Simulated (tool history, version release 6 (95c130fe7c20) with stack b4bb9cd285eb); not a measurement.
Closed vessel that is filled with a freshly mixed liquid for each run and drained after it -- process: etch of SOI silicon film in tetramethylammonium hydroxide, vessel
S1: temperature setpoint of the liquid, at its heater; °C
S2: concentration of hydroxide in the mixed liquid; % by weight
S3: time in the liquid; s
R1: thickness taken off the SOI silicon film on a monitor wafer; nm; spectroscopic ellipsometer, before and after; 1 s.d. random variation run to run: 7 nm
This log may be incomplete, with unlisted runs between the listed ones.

run,hour,S1,S2,S3,R1
1,0.0,68.0,11.5,90,575.22
2,5.6,68.0,13.5,90,532.03
3,10.5,68.0,13.5,95,560.86
4,16.8,68.0,13.5,95,558.31
5,24.7,69.0,13.5,95,590.33
6,33.8,70.0,13.5,95,638.67
7,37.4,70.5,13.5,95,641.47
8,42.9,71.0,13.5,95,672.45
9,47.1,71.5,13.5,95,686.35

What will run 10 give?
10,48.0,72.0,13.5,95,?

R1: 703.10 nm
